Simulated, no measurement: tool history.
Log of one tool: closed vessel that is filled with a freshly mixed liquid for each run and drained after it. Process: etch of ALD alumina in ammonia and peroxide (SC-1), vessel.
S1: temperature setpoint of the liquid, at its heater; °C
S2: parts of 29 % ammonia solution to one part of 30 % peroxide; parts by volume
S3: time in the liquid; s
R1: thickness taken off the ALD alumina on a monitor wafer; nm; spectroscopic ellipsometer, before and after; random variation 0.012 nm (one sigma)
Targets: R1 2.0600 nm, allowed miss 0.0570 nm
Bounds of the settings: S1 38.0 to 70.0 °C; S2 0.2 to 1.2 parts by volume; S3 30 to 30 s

| run | hour | S1 | S2 | S3 | R1 |
|---|---|---|---|---|---|
| 1 | 0.0 | 54.0 | 0.8 | 30 | 1.7118 |
| 2 | 1.7 | 55.0 | 0.8 | 30 | 1.7742 |
| 3 | 7.9 | 56.0 | 0.8 | 30 | 1.8838 |
| 4 | 11.5 | 56.0 | 0.8 | 30 | 1.8806 |
| 5 | 15.4 | 56.0 | 0.8 | 30 | 1.8766 |
| 6 | 19.6 | 51.5 | 0.8 | 30 | 1.4819 |
| 7 | 23.8 | 53.0 | 0.8 | 30 | 1.6016 |
| 8 | 29.3 | 54.5 | 0.8 | 30 | 1.7307 |
| 9 | 34.1 | 58.5 | 0.8 | 30 | 2.1479 |

5 next moves are on the table. One of them brings every result within its allowed miss. Which?
| A | 38.9 | 59.5 | 0.7 | 30 | ? |
| B | 38.9 | 58.5 | 0.6 | 30 | ? |
| C | 38.9 | 58.5 | 1.0 | 30 | ? |
| D | 38.9 | 59.5 | 0.8 | 30 | ? |
| E | 38.9 | 59.0 | 0.9 | 30 | ? |

| move | R1 |
|---|---|
| A | 2.2121 |
| B | 2.0702 |
| C | 2.1728 |
| D | 2.2402 |
| E | 2.2076 |
A: further off than the last run
B: meets every target
C: further off than the last run
D: further off than the last run
E: further off than the last run
Answer: B
